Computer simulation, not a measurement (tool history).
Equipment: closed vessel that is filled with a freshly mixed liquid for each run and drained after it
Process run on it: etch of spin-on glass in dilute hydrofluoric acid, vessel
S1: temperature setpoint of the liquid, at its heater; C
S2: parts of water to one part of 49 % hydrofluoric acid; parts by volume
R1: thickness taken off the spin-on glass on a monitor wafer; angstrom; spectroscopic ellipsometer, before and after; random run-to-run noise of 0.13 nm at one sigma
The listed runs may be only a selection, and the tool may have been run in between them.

run 1 hour=0.0 | S1=23.0 S2=80 time_in_the_liquid_(s)=30 | R1=83.741
run 2 hour=5.9 | S1=21.5 S2=80 time_in_the_liquid_(s)=30 | R1=79.038
run 3 hour=9.8 | S1=23.0 S2=75 time_in_the_liquid_(s)=30 | R1=90.614
run 4 hour=13.2 | S1=23.0 S2=65 time_in_the_liquid_(s)=30 | R1=106.020
run 5 hour=15.3 | S1=23.0 S2=65 time_in_the_liquid_(s)=30 | R1=105.990
run 6 hour=20.5 | S1=24.0 S2=60 time_in_the_liquid_(s)=30 | R1=118.690
run 7 hour=21.8 | S1=25.0 S2=55 time_in_the_liquid_(s)=30 | R1=136.380
run 8 hour=27.5 | S1=25.0 S2=55 time_in_the_liquid_(s)=30 | R1=136.510
run 9 hour=35.0 | S1=26.0 S2=55 time_in_the_liquid_(s)=30 | R1=142.070
run 10 hour=39.2 | S1=26.5 S2=55 time_in_the_liquid_(s)=30 | R1=143.900
run 11 hour=40.4 | S1=27.0 S2=55 time_in_the_liquid_(s)=30 | R1=148.890
run 12 hour=42.3 | S1=27.5 S2=55 time_in_the_liquid_(s)=30 | R1=151.850
run 13 hour=48.7 | S1=28.0 S2=55 time_in_the_liquid_(s)=30 | R1=155.100

What will run 14 give?
run 14 hour=53.9 | S1=31.0 S2=40 time_in_the_liquid_(s)=30 | R1=?

R1: 242.750 angstrom

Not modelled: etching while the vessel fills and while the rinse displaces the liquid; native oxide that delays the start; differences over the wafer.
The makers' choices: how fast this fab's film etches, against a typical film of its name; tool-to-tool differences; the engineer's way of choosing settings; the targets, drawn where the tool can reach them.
